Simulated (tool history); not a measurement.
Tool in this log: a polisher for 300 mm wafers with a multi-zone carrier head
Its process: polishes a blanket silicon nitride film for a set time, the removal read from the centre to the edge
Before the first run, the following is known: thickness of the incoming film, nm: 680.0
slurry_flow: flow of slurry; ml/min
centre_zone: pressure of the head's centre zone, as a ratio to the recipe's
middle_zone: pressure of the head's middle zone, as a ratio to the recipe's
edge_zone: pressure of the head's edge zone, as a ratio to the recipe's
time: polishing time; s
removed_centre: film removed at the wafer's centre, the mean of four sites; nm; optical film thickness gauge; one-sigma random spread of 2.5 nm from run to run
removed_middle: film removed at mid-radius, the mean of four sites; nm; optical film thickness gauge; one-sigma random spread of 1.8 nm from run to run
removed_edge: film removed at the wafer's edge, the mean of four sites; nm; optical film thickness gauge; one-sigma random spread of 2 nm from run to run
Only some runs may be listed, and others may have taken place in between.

run	day	slurry_flow	centre_zone	middle_zone	edge_zone	time	removed_centre	removed_middle	removed_edge
1	0.000	260	1.00	1.00	1.00	62	130.06	128.46	131.65
2	0.346	260	0.94	1.00	1.00	62	118.74	130.19	134.18
3	0.579	260	0.94	1.00	1.00	70	135.22	144.88	149.72
4	0.717	265	0.99	0.96	1.04	73	149.06	147.60	157.03
5	1.054	265	0.93	0.96	1.04	73	139.54	142.12	158.89
6	1.238	235	0.93	0.96	1.04	73	135.17	146.17	159.84

The next listed run, before its measurement:
7	1.454	265	0.97	0.92	1.06	76	?	?	?

{"run 7": {"removed_centre": 154.3, "removed_middle": 144.85, "removed_edge": 169.08}}

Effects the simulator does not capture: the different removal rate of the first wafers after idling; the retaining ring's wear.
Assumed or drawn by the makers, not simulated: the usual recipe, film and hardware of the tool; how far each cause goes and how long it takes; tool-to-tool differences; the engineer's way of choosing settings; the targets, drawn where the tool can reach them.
